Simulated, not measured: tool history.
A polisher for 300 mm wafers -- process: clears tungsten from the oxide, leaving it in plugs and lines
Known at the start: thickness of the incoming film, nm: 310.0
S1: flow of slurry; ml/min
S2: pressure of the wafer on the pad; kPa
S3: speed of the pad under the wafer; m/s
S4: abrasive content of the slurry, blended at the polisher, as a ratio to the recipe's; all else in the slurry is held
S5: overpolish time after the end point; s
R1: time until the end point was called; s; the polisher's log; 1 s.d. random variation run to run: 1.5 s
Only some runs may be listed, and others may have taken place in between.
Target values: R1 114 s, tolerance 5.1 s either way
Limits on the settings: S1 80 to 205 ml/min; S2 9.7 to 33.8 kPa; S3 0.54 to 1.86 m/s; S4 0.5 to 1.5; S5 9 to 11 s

run,hour,S1,S2,S3,S4,S5,R1
1,0,135,21.4,1.18,1,11,70.627
2,3,135,21.4,1.18,1,11,71.868
3,3.7,135,19.3,1.18,1,11,80.545
4,6.8,135,17.9,1.18,1,11,85.486
5,12.4,155,17.9,1.18,1,11,83.344
# hour 19.6: slurry tank refilled with fresh slurry and peroxide
6,19.6,155,16.5,1.18,1,11,77.477
7,22.7,155,16.5,1.18,1,11,75.763
8,27.7,140,15.9,1.18,1,11,83.028
9,31.8,135,14.5,1.14,1,11,94.835
10,38.1,125,13.8,1.14,1,11,97.152
11,39.4,120,13.1,1.14,1,11,105.22
12,46.5,115,13.1,1.14,1,11,104.53
13,50.9,115,13.1,1.14,1,11,106.43
14,55.9,110,13.1,1.14,1,11,105.91
15,64.1,105,13.1,1.14,1,11,107.03
16,72.4,100,13.1,1.14,1,11,108.17

Of the 5 settings listed for the next run, only one would bring every result within its allowed miss of target. Which one?
A,80.7,115,17.2,1.04,0.7,11,?
B,80.7,105,15.2,1,1.2,9,?
C,80.7,125,12.4,1.08,1.05,9,?
D,80.7,120,13.8,1.2,0.8,9,?
E,80.7,85,18.6,0.78,1.3,11,?

move,R1
A,93.745
B,99.058
C,112
D,97.998
E,104.08
A: moves away from the targets compared with the last run
B: moves away from the targets compared with the last run
C: in spec on every target
D: moves away from the targets compared with the last run
E: moves away from the targets compared with the last run
Answer: C

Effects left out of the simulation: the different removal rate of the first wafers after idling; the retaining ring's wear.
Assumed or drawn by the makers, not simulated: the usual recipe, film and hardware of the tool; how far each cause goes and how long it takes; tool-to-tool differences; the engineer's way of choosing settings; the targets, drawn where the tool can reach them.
